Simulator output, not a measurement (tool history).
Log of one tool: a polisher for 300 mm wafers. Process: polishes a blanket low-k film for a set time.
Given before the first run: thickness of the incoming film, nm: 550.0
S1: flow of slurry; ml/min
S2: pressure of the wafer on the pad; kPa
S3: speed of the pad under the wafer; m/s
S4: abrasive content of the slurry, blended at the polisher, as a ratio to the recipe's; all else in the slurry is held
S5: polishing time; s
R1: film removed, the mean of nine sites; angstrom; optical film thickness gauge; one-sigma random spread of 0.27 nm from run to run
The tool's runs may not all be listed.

run	hour	S1	S2	S3	S4	S5	R1
1	0	265	16.5	0.98	1	46	252
2	0.9	265	13.8	0.98	1	46	214.72
3	8.3	265	13.8	0.98	1	46	211.69
4	14.9	265	14.5	0.98	1	46	218.38
5	16.4	265	14.5	0.88	1	46	202.79
6	18.4	265	15.9	0.88	1	46	220.76
7	24.2	265	16.5	0.88	1	46	231.45
8	28	265	17.2	0.88	1	46	238
9	29.5	265	17.9	0.88	1	46	247.91
10	31.9	265	18.6	0.88	1	46	259.25

Predict the results of run 11:
11	34.4	265	19.3	0.88	1	46	?

{"run 11": {"R1": 263.27}}

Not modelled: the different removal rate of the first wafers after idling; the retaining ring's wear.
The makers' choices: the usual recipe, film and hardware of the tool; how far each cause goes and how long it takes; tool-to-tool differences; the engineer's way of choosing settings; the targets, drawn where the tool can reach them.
